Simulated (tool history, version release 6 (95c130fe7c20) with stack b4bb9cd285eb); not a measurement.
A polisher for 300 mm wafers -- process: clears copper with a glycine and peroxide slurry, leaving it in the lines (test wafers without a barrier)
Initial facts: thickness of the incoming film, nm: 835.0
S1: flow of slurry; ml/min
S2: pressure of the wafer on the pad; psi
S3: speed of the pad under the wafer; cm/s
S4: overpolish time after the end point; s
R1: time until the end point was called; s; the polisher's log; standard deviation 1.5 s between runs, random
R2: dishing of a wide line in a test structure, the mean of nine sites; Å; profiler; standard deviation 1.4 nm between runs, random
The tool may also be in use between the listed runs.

Run 1, hour 0: S1 125 ml/min, S2 3.3 psi, S3 102 cm/s, S4 28 s. Result: R1 138.71 s, R2 935.06 Å.
Run 2, hour 0.6: S1 125 ml/min, S2 3.3 psi, S3 84 cm/s, S4 28 s. Result: R1 163.61 s, R2 834.11 Å.
Run 3, hour 2.8: S1 150 ml/min, S2 3.3 psi, S3 84 cm/s, S4 28 s. Result: R1 156.71 s, R2 849.64 Å.
Run 4, hour 6.1: S1 150 ml/min, S2 3.3 psi, S3 84 cm/s, S4 22 s. Result: R1 157.69 s, R2 731.46 Å.
Run 5, hour 9: S1 150 ml/min, S2 3.3 psi, S3 96 cm/s, S4 22 s. Result: R1 140.87 s, R2 768.76 Å.
Run 6, hour 13.1: S1 175 ml/min, S2 3.3 psi, S3 96 cm/s, S4 22 s. Result: R1 138 s, R2 787.86 Å.

Expected results for the next run?
Run 7, hour 22: S1 165 ml/min, S2 3.1 psi, S3 94 cm/s, S4 28 s. Result: R1 ?, R2 ?.

Logged for run 7: R1 143 s, R2 870.11 Å.
